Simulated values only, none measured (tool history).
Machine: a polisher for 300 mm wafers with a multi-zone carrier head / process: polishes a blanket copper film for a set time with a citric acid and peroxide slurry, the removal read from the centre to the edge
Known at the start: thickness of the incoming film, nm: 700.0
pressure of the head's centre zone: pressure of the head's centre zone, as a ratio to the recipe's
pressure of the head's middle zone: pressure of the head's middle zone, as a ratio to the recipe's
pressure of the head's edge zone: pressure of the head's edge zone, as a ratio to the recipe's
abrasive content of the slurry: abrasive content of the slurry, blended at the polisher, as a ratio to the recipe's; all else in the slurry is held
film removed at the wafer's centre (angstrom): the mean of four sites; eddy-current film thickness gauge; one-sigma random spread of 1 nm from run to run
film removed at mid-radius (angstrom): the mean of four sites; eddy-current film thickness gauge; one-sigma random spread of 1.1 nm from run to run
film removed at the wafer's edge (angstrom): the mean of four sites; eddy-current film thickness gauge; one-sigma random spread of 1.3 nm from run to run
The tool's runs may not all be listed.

run,hour,flow of slurry (ml/min),pressure of the head's centre zone,pressure of the head's middle zone,pressure of the head's edge zone,abrasive content of the slurry,polishing time (s),film removed at the wafer's centre (angstrom),film removed at mid-radius (angstrom),film removed at the wafer's edge (angstrom)
1,0,250,1,1,1,1,54,1135.5,1091.9,1122.8
2,5.6,250,1,0.96,1,1,54,1123.3,1063.4,1118.9
3,11.7,250,1,1.04,1,1,54,1132.4,1131.3,1120.5
4,18.7,250,1,1.04,1,0.85,54,1086.9,1096,1066.3
5,26.9,190,1,1.04,1,0.85,54,1037,1058.7,1024.7
6,35.3,210,1,1.05,1.03,0.9,54,1078.3,1078.2,1071.1
7,39.8,230,0.99,1.07,1.05,0.95,54,1087.6,1116.9,1121.6
8,48.8,300,1.04,1.17,1.15,1.1,54,1236.6,1279.9,1264.3

What will run 9 give?
9,52,300,1.03,1.17,1.16,1.1,54,?,?,?

film removed at the wafer's centre (angstrom): 1215.7
film removed at mid-radius (angstrom): 1275.7
film removed at the wafer's edge (angstrom): 1251.1
